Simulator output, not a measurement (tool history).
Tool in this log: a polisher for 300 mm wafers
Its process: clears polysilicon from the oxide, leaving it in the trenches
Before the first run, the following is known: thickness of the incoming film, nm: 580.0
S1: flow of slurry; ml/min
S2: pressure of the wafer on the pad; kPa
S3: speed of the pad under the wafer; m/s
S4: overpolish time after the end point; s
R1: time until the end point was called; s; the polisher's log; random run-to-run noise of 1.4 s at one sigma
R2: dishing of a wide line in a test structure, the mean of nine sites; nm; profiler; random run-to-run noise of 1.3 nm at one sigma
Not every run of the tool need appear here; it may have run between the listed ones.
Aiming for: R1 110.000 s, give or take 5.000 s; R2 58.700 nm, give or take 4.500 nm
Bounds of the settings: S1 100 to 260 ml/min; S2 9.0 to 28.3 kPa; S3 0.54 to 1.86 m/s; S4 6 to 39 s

run 1 day=0.000 | S1=165 S2=18.6 S3=1.18 S4=20 | R1=38.320 R2=88.627
run 2 day=0.167 | S1=165 S2=18.6 S3=1.18 S4=25 | R1=37.993 R2=90.165
run 3 day=0.254 | S1=165 S2=18.6 S3=1.28 S4=25 | R1=36.409 R2=91.217
run 4 day=0.583 | S1=150 S2=18.6 S3=1.28 S4=25 | R1=35.861 R2=90.212
run 5 day=0.779 | S1=140 S2=17.2 S3=1.16 S4=22 | R1=43.940 R2=89.650
run 6 day=1.154 | S1=140 S2=17.2 S3=0.92 S4=22 | R1=54.354 R2=83.658
run 7 day=1.375 | S1=140 S2=12.4 S3=0.58 S4=12 | R1=119.580 R2=48.157
run 8 day=1.521 | S1=135 S2=12.4 S3=0.58 S4=14 | R1=119.370 R2=52.796
run 9 day=1.571 | S1=135 S2=12.4 S3=0.58 S4=15 | R1=117.530 R2=55.109

4 next moves are on the table. One of them brings every result within its allowed miss. Which?
run A day=1.621 | S1=110 S2=10.3 S3=0.78 S4=16 | R1=? R2=?
run B day=1.621 | S1=130 S2=9.7 S3=0.74 S4=12 | R1=? R2=?
run C day=1.621 | S1=125 S2=13.1 S3=0.54 S4=17 | R1=? R2=?
run D day=1.621 | S1=140 S2=13.8 S3=0.60 S4=12 | R1=? R2=?

move=A R1=107.960 R2=58.778
move=B R1=116.190 R2=46.870
move=C R1=118.120 R2=57.797
move=D R1=99.304 R2=51.975
A: meets every target
B: its largest miss is bigger than the last run's
C: its largest miss is bigger than the last run's
D: moves the result that the last run missed by most past its target, out the other side
The right move is A.
